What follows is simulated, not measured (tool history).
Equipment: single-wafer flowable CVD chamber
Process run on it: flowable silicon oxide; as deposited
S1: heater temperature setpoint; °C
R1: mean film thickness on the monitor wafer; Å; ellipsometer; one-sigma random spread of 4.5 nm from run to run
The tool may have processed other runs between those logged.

{"run": 1, "hour": 0.0, "S1": 105, "chamber pressure (Pa)": 109.6, "RF power (kW)": 2.105, "deposition time (s)": 635, "R1": 3567.5}
{"run": 2, "hour": 3.1, "S1": 100, "chamber pressure (Pa)": 110.8, "RF power (kW)": 2.105, "deposition time (s)": 635, "R1": 4372.0}
{"run": 3, "hour": 10.3, "S1": 96, "chamber pressure (Pa)": 110.8, "RF power (kW)": 2.105, "deposition time (s)": 635, "R1": 5164.5}
{"run": 4, "hour": 11.7, "S1": 96, "chamber pressure (Pa)": 121.9, "RF power (kW)": 2.105, "deposition time (s)": 635, "R1": 5589.4}
{"run": 5, "hour": 17.3, "S1": 94, "chamber pressure (Pa)": 121.9, "RF power (kW)": 2.105, "deposition time (s)": 635, "R1": 6041.2}
{"run": 6, "hour": 25.1, "S1": 92, "chamber pressure (Pa)": 121.9, "RF power (kW)": 2.105, "deposition time (s)": 635, "R1": 6501.3}
{"hour": 32.5, "done": "RF generator calibrated"}
{"run": 7, "hour": 32.5, "S1": 91, "chamber pressure (Pa)": 121.9, "RF power (kW)": 2.105, "deposition time (s)": 635, "R1": 6765.7}
{"run": 8, "hour": 39.4, "S1": 90, "chamber pressure (Pa)": 121.9, "RF power (kW)": 2.105, "deposition time (s)": 635, "R1": 7022.8}

Expected results for the next run?
{"run": 9, "hour": 45.4, "S1": 83, "chamber pressure (Pa)": 122.0, "RF power (kW)": 2.105, "deposition time (s)": 635, "R1": "?"}

Run 9 gave R1 8896.2 Å.

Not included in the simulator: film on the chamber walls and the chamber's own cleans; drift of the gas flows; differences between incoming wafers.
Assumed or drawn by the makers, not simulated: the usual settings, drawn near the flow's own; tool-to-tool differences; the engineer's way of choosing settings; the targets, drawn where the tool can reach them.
